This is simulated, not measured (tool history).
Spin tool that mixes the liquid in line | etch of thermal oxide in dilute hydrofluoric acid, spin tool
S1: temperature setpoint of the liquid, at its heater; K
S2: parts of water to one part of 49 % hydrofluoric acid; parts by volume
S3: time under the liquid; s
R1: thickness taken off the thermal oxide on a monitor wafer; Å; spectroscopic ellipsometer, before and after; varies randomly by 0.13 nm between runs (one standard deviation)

run	hour	S1	S2	S3	R1
1	0.0	298.15	95	280	144.96
2	4.2	299.65	85	280	173.55
3	9.0	299.65	105	280	137.35
4	13.3	301.15	90	280	172.22
5	19.5	301.15	75	280	210.13
6	26.0	302.15	70	280	237.82
7	32.1	303.15	65	280	268.60

Run 8 comes next. What will it give?
8	38.7	303.65	60	280	?

R1: 297.04 Å
